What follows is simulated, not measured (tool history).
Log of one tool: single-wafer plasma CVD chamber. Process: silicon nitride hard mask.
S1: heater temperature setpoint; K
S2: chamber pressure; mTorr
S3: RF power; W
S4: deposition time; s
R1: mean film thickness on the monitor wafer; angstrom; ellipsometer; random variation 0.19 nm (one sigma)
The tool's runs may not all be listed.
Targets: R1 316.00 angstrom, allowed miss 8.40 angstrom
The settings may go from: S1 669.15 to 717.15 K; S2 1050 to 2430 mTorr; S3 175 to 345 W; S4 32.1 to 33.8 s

| run | hour | S1 | S2 | S3 | S4 | R1 |
|---|---|---|---|---|---|---|
| 1 | 0.0 | 693.15 | 1740 | 260 | 33.8 | 365.44 |
| 2 | 6.3 | 688.15 | 1740 | 260 | 33.8 | 367.30 |
| 3 | 9.8 | 688.15 | 1670 | 255 | 33.7 | 357.15 |
| 4 | 16.2 | 679.15 | 1670 | 255 | 33.7 | 356.99 |
| 5 | 19.6 | 679.15 | 1670 | 240 | 33.7 | 342.59 |
| 6 | 28.2 | 669.15 | 1670 | 240 | 33.7 | 343.33 |
| 7 | 36.5 | 669.15 | 1620 | 240 | 33.7 | 342.28 |
| 8 | 38.7 | 669.15 | 1580 | 235 | 33.7 | 335.06 |
| 9 | 47.5 | 669.15 | 1580 | 235 | 33.7 | 334.64 |

5 next moves are on the table. One of them brings every result within its allowed miss. Which?
| A | 56.3 | 669.15 | 1650 | 245 | 33.8 | ? |
| B | 56.3 | 670.15 | 1370 | 285 | 33.8 | ? |
| C | 56.3 | 671.15 | 1690 | 255 | 33.8 | ? |
| D | 56.3 | 672.15 | 1470 | 230 | 32.7 | ? |
| E | 56.3 | 669.15 | 1600 | 265 | 33.8 | ? |

| move | R1 |
|---|---|
| A | 350.83 |
| B | 375.25 |
| C | 362.35 |
| D | 316.78 |
| E | 368.42 |
A: further off than the last run
B: further off than the last run
C: further off than the last run
D: meets every target
E: further off than the last run
Move D is the one to make.
